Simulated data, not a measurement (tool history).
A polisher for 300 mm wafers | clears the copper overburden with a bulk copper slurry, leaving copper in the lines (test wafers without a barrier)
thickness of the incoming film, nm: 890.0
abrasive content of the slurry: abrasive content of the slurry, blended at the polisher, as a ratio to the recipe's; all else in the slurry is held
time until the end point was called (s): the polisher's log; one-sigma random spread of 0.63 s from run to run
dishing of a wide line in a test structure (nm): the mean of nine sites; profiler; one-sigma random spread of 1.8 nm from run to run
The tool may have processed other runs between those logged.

| run | hour | flow of slurry (ml/min) | pressure of the wafer on the pad (kPa) | speed of the pad under the wafer (m/s) | abrasive content of the slurry | overpolish time after the end point (s) | time until the end point was called (s) | dishing of a wide line in a test structure (nm) |
|---|---|---|---|---|---|---|---|---|
| 1 | 0.0 | 125 | 17.9 | 0.96 | 1.00 | 11 | 94.567 | 54.600 |
| 2 | 1.6 | 125 | 17.9 | 0.96 | 1.00 | 8 | 94.875 | 43.895 |
| 3 | 9.0 | 130 | 20.0 | 0.96 | 1.00 | 9 | 85.535 | 52.204 |
| 4 | 10.6 | 130 | 15.9 | 0.96 | 1.00 | 9 | 107.230 | 43.116 |
| 5 | 16.4 | 130 | 17.9 | 0.96 | 1.00 | 10 | 96.007 | 49.926 |
| 6 | 24.0 | 130 | 17.9 | 0.96 | 1.20 | 10 | 91.147 | 50.019 |
| 7 | 24.8 | 150 | 22.8 | 0.98 | 1.15 | 13 | 67.934 | 72.312 |
| 8 | 31.1 | 150 | 23.4 | 0.98 | 1.15 | 13 | 67.107 | 73.499 |

Expected results for the next run?
| 9 | 38.7 | 150 | 24.1 | 0.98 | 1.15 | 13 | ? | ? |

time until the end point was called (s): 65.983
dishing of a wide line in a test structure (nm): 74.212

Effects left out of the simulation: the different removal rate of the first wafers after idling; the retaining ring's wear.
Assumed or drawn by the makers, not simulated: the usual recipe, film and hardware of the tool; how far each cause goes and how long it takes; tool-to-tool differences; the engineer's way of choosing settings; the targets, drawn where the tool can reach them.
